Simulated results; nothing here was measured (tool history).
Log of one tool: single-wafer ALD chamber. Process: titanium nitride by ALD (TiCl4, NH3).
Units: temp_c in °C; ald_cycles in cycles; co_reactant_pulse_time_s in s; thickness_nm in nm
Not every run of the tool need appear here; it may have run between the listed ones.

run,hour,temp_c,ald_cycles,co_reactant_pulse_time_s,thickness_nm
1,0.0,390,144,1.47,3.0181
2,2.0,387,144,1.37,3.0087
3,5.2,387,148,1.37,3.0956
4,7.8,387,148,1.02,3.0279
5,15.2,386,148,0.97,2.9966
6,19.6,393,148,0.97,3.0256
7,25.3,392,148,0.92,3.0243
8,27.9,391,148,0.88,2.9924
9,36.7,391,148,0.85,3.0031

Run 10 is up next; what results do you expect?
10,43.1,390,148,0.82,?

Run 10 produced thickness_nm 2.9697 nm.
